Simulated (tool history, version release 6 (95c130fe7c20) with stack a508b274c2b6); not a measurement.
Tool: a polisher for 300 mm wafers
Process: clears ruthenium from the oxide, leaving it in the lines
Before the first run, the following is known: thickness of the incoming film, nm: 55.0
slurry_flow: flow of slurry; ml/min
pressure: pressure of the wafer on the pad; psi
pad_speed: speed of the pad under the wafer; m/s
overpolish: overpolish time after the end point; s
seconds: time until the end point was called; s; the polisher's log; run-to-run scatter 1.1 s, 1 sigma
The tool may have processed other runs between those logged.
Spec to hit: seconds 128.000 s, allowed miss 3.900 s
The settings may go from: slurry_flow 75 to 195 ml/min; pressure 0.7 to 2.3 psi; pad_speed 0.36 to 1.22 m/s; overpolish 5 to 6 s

run 1 hour=0.0 | slurry_flow=125 pressure=1.5 pad_speed=0.78 overpolish=6 | seconds=76.349
run 2 hour=7.1 | slurry_flow=125 pressure=1.5 pad_speed=0.78 overpolish=6 | seconds=76.603
run 3 hour=10.9 | slurry_flow=125 pressure=1.5 pad_speed=0.78 overpolish=5 | seconds=78.431
run 4 hour=11.7 | slurry_flow=115 pressure=1.3 pad_speed=0.78 overpolish=5 | seconds=90.259
run 5 hour=14.9 | slurry_flow=85 pressure=1.3 pad_speed=0.78 overpolish=5 | seconds=95.674
run 6 hour=23.5 | slurry_flow=85 pressure=1.2 pad_speed=0.78 overpolish=5 | seconds=105.410
run 7 hour=31.1 | slurry_flow=85 pressure=1.1 pad_speed=0.78 overpolish=5 | seconds=112.490
run 8 hour=37.2 | slurry_flow=80 pressure=0.9 pad_speed=0.78 overpolish=5 | seconds=140.060
run 9 hour=40.1 | slurry_flow=85 pressure=0.9 pad_speed=0.78 overpolish=5 | seconds=137.180
run 10 hour=43.5 | slurry_flow=85 pressure=0.9 pad_speed=0.78 overpolish=5 | seconds=137.880
run 11 hour=47.3 | slurry_flow=90 pressure=0.9 pad_speed=0.78 overpolish=5 | seconds=137.730
run 12 hour=49.3 | slurry_flow=95 pressure=0.9 pad_speed=0.78 overpolish=5 | seconds=134.320
run 13 hour=58.1 | slurry_flow=100 pressure=0.9 pad_speed=0.78 overpolish=5 | seconds=131.880

Which of these 5 next moves meets every target?
run A hour=66.9 | slurry_flow=110 pressure=0.7 pad_speed=0.96 overpolish=5 | seconds=?
run B hour=66.9 | slurry_flow=120 pressure=0.9 pad_speed=0.70 overpolish=5 | seconds=?
run C hour=66.9 | slurry_flow=100 pressure=0.9 pad_speed=0.76 overpolish=6 | seconds=?
run D hour=66.9 | slurry_flow=90 pressure=0.8 pad_speed=0.94 overpolish=5 | seconds=?
run E hour=66.9 | slurry_flow=125 pressure=1.0 pad_speed=0.66 overpolish=5 | seconds=?

move=A seconds=132.770
move=B seconds=139.910
move=C seconds=134.040
move=D seconds=124.770
move=E seconds=132.920
A: the biggest miss grows against the last run
B: the biggest miss grows against the last run
C: the biggest miss grows against the last run
D: every result within its allowed miss
E: the biggest miss grows against the last run
Answer: D

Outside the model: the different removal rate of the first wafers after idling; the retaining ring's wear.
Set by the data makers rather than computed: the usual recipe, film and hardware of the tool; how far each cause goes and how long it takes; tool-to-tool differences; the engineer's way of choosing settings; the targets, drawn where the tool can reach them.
